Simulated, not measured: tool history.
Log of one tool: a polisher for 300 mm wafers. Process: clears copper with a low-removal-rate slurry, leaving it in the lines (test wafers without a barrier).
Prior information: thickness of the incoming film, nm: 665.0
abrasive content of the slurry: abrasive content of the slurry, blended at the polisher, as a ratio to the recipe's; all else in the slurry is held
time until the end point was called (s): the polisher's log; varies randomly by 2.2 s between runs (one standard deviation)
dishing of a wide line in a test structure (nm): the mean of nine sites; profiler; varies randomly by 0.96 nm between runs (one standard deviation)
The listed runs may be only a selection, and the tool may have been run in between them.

run,day,flow of slurry (ml/min),pressure of the wafer on the pad (kPa),speed of the pad under the wafer (m/s),abrasive content of the slurry,overpolish time after the end point (s),time until the end point was called (s),dishing of a wide line in a test structure (nm)
1,0.000,165,27.6,1.40,1.0,12,97.633,50.749
2,0.317,165,27.6,1.40,1.0,17,96.722,68.975
3,0.450,165,27.6,1.40,1.2,17,94.029,70.006
4,0.671,165,26.2,1.40,1.2,17,98.063,67.980
5,1.038,165,24.8,1.40,1.2,17,101.400,67.202
6,1.271,165,24.8,1.40,1.2,20,102.400,73.859

Estimate the outcome of run 7 from the log above:
7,1.350,165,23.4,1.40,1.2,19,?,?

time until the end point was called (s): 105.170
dishing of a wide line in a test structure (nm): 70.536
